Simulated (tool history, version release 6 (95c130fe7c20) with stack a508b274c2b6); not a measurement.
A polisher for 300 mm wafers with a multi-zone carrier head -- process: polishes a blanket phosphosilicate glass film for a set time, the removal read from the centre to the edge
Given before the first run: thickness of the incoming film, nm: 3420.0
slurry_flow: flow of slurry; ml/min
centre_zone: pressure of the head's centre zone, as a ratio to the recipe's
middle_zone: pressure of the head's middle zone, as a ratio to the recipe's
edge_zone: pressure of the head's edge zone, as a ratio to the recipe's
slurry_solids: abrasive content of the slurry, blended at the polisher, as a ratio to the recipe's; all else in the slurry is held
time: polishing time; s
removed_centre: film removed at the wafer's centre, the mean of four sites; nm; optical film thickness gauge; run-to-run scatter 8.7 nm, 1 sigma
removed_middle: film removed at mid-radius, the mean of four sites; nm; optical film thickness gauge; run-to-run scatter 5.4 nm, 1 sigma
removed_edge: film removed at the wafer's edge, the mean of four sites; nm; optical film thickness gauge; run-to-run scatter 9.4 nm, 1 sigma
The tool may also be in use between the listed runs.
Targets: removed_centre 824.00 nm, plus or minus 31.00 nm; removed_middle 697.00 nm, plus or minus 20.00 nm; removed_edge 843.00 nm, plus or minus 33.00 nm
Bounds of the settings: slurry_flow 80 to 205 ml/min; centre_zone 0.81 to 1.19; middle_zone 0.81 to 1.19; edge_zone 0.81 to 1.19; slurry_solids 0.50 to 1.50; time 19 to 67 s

run	day	slurry_flow	centre_zone	middle_zone	edge_zone	slurry_solids	time	removed_centre	removed_middle	removed_edge
1	0.000	135	1.00	1.00	1.00	1.00	43	449.39	454.59	458.17
2	0.150	135	0.93	1.00	1.00	1.00	43	411.91	456.77	458.75
3	0.183	140	0.96	0.98	1.04	1.10	46	478.84	499.53	525.85
4	0.396	145	0.99	0.97	1.07	1.20	48	541.68	551.03	567.12
5	0.508	130	0.99	0.97	1.07	1.20	48	542.08	528.40	579.45
6	0.783	130	0.99	0.97	1.07	1.10	48	505.37	510.62	535.51
7	1.133	165	1.09	0.99	1.17	1.35	53	727.67	648.50	715.62
8	1.388	165	1.09	0.97	1.17	1.40	54	760.92	668.23	743.91
9	1.562	165	1.08	0.95	1.17	1.40	55	751.72	674.73	767.96
10	1.596	190	1.10	0.88	1.19	1.50	55	826.64	654.97	804.42
11	1.750	190	1.09	0.88	1.19	1.50	55	798.98	669.60	800.33

Consider the 4 candidate settings below. Which is the only one whose results all fall within their allowed miss of target?
A	1.904	190	1.17	0.88	1.16	1.50	52	?	?	?
B	1.904	200	1.06	0.87	1.19	1.50	58	?	?	?
C	1.904	205	1.17	0.92	1.12	1.45	54	?	?	?
D	1.904	185	1.08	0.88	1.12	1.40	55	?	?	?

move	removed_centre	removed_middle	removed_edge
A	811.66	627.48	740.11
B	826.81	699.14	840.45
C	842.97	675.09	752.41
D	767.39	643.72	747.48
A: further off than the last run
B: each result inside its tolerance
C: further off than the last run
D: further off than the last run
The move that meets every target is B.
